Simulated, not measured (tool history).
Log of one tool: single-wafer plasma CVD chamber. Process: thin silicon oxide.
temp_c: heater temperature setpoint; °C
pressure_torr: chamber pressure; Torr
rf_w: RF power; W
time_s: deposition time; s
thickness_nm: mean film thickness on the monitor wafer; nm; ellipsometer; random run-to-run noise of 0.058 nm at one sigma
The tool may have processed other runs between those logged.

run 1 hour=0 | temp_c=400 pressure_torr=0.837 rf_w=275 time_s=4 | thickness_nm=7.6646
run 2 hour=3.7 | temp_c=395 pressure_torr=0.837 rf_w=275 time_s=4 | thickness_nm=7.5931
run 3 hour=11.4 | temp_c=395 pressure_torr=0.837 rf_w=255 time_s=4 | thickness_nm=7.2619
run 4 hour=18.6 | temp_c=395 pressure_torr=0.837 rf_w=255 time_s=4 | thickness_nm=7.1633
run 5 hour=25.1 | temp_c=401 pressure_torr=0.837 rf_w=255 time_s=4 | thickness_nm=7.2392
run 6 hour=28.8 | temp_c=401 pressure_torr=0.837 rf_w=255 time_s=4 | thickness_nm=7.2246

Estimate the outcome of run 7 from the log above:
run 7 hour=37.6 | temp_c=401 pressure_torr=0.911 rf_w=255 time_s=4 | thickness_nm=?

Run 7 gave thickness_nm 7.7455 nm.
